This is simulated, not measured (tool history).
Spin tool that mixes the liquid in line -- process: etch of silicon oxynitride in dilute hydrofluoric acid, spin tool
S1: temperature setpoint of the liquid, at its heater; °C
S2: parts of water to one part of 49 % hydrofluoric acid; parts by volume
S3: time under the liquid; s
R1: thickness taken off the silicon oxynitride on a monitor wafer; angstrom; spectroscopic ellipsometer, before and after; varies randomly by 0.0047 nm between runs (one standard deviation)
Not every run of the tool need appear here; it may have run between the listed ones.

run 1 day=0.000 | S1=20.0 S2=135 S3=40 | R1=7.6686
run 2 day=0.217 | S1=20.0 S2=135 S3=40 | R1=7.7533
run 3 day=0.554 | S1=19.5 S2=145 S3=40 | R1=6.9098
run 4 day=0.771 | S1=19.5 S2=130 S3=40 | R1=7.8384
run 5 day=0.808 | S1=19.0 S2=140 S3=40 | R1=7.0763
run 6 day=0.938 | S1=19.0 S2=125 S3=40 | R1=7.9421
run 7 day=1.208 | S1=18.5 S2=135 S3=40 | R1=7.0582
run 8 day=1.438 | S1=18.0 S2=145 S3=40 | R1=6.4568

Expected results for the next run?
run 9 day=1.683 | S1=18.0 S2=150 S3=40 | R1=?

{"run 9": {"R1": 6.286}}
